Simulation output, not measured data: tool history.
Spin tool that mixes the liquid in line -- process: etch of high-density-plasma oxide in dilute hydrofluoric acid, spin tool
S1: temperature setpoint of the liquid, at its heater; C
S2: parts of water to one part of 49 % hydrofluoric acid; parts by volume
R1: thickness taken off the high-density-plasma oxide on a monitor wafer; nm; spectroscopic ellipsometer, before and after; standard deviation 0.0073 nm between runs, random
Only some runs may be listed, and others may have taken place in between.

Run 1, hour 0.0: S1 24.0 C, S2 150 parts by volume, time under the liquid (s) 30. Result: R1 1.13740 nm.
Run 2, hour 2.8: S1 23.5 C, S2 150 parts by volume, time under the liquid (s) 30. Result: R1 1.13780 nm.
Run 3, hour 7.3: S1 23.5 C, S2 150 parts by volume, time under the liquid (s) 15. Result: R1 0.56607 nm.
Run 4, hour 15.8: S1 23.5 C, S2 200 parts by volume, time under the liquid (s) 15. Result: R1 0.39824 nm.
Run 5, hour 16.9: S1 23.5 C, S2 165 parts by volume, time under the liquid (s) 15. Result: R1 0.49536 nm.
At hour 24.3: thermometer replaced.
Run 6, hour 24.3: S1 21.5 C, S2 165 parts by volume, time under the liquid (s) 15. Result: R1 0.48767 nm.
Run 7, hour 30.4: S1 22.0 C, S2 165 parts by volume, time under the liquid (s) 15. Result: R1 0.49551 nm.
Run 8, hour 32.7: S1 22.5 C, S2 165 parts by volume, time under the liquid (s) 15. Result: R1 0.49868 nm.
Run 9, hour 40.9: S1 23.0 C, S2 165 parts by volume, time under the liquid (s) 15. Result: R1 0.51343 nm.
Run 10, hour 45.9: S1 23.5 C, S2 165 parts by volume, time under the liquid (s) 15. Result: R1 0.51775 nm.
Run 11, hour 53.2: S1 24.5 C, S2 165 parts by volume, time under the liquid (s) 15. Result: R1 0.54039 nm.

Run 12 is up next; what results do you expect?
Run 12, hour 57.3: S1 25.0 C, S2 165 parts by volume, time under the liquid (s) 15. Result: R1 ?.

{"run 12": {"R1": 0.55215}}
